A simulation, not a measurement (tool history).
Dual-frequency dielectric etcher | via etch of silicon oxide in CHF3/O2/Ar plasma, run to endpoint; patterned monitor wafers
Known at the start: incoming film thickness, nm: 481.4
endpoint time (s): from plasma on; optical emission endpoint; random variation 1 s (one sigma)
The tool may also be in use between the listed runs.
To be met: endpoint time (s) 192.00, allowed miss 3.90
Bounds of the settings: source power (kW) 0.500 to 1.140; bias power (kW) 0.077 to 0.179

run 1 hour=0.0 | source_power_(kW)=0.820 bias_power_(kW)=0.128 | endpoint_time_(s)=224.41
run 2 hour=6.8 | source_power_(kW)=0.720 bias_power_(kW)=0.128 | endpoint_time_(s)=232.92
run 3 hour=10.7 | source_power_(kW)=0.720 bias_power_(kW)=0.117 | endpoint_time_(s)=244.84
run 4 hour=13.0 | source_power_(kW)=0.720 bias_power_(kW)=0.131 | endpoint_time_(s)=231.73
run 5 hour=16.1 | source_power_(kW)=0.830 bias_power_(kW)=0.135 | endpoint_time_(s)=219.51
run 6 hour=22.6 | source_power_(kW)=0.910 bias_power_(kW)=0.139 | endpoint_time_(s)=214.18
run 7 hour=28.4 | source_power_(kW)=0.970 bias_power_(kW)=0.146 | endpoint_time_(s)=205.88
run 8 hour=32.7 | source_power_(kW)=1.010 bias_power_(kW)=0.150 | endpoint_time_(s)=198.08

5 next moves are on the table. One of them brings every result within its allowed miss. Which?
run A hour=37.0 | source_power_(kW)=0.840 bias_power_(kW)=0.163 | endpoint_time_(s)=?
run B hour=37.0 | source_power_(kW)=0.990 bias_power_(kW)=0.167 | endpoint_time_(s)=?
run C hour=37.0 | source_power_(kW)=0.910 bias_power_(kW)=0.154 | endpoint_time_(s)=?
run D hour=37.0 | source_power_(kW)=0.870 bias_power_(kW)=0.160 | endpoint_time_(s)=?
run E hour=37.0 | source_power_(kW)=1.140 bias_power_(kW)=0.166 | endpoint_time_(s)=?

move=A endpoint_time_(s)=203.20
move=B endpoint_time_(s)=191.55
move=C endpoint_time_(s)=202.66
move=D endpoint_time_(s)=202.50
move=E endpoint_time_(s)=183.66
A: further off than the last run
B: meets every target
C: further off than the last run
D: further off than the last run
E: takes the result that was furthest off past its target
Move B is the one to make.

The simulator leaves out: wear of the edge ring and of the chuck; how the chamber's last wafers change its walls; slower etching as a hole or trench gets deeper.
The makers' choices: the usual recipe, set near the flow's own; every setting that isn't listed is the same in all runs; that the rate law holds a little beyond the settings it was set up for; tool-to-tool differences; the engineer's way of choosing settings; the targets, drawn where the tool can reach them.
